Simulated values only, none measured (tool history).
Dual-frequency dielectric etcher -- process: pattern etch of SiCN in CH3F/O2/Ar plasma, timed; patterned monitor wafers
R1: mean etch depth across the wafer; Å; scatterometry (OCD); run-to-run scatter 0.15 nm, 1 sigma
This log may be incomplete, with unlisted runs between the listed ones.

{"run": 1, "day": 0.0, "source power (kW)": 0.49, "bias power (kW)": 0.092, "etch time (s)": 55.5, "R1": 224.66}
{"run": 2, "day": 0.288, "source power (kW)": 0.54, "bias power (kW)": 0.094, "etch time (s)": 55.5, "R1": 235.16}
{"run": 3, "day": 0.642, "source power (kW)": 0.57, "bias power (kW)": 0.095, "etch time (s)": 55.5, "R1": 246.12}
{"run": 4, "day": 0.8, "source power (kW)": 0.57, "bias power (kW)": 0.089, "etch time (s)": 55.5, "R1": 241.54}
{"run": 5, "day": 1.108, "source power (kW)": 0.51, "bias power (kW)": 0.089, "etch time (s)": 55.5, "R1": 227.87}
{"run": 6, "day": 1.275, "source power (kW)": 0.58, "bias power (kW)": 0.089, "etch time (s)": 55.5, "R1": 247.03}
{"run": 7, "day": 1.312, "source power (kW)": 0.58, "bias power (kW)": 0.089, "etch time (s)": 55.5, "R1": 245.02}
{"run": 8, "day": 1.683, "source power (kW)": 0.59, "bias power (kW)": 0.09, "etch time (s)": 55.5, "R1": 244.89}

Predict the results of run 9:
{"run": 9, "day": 1.838, "source power (kW)": 0.61, "bias power (kW)": 0.091, "etch time (s)": 55.5, "R1": "?"}

Run 9 came out at R1 251.98 Å.
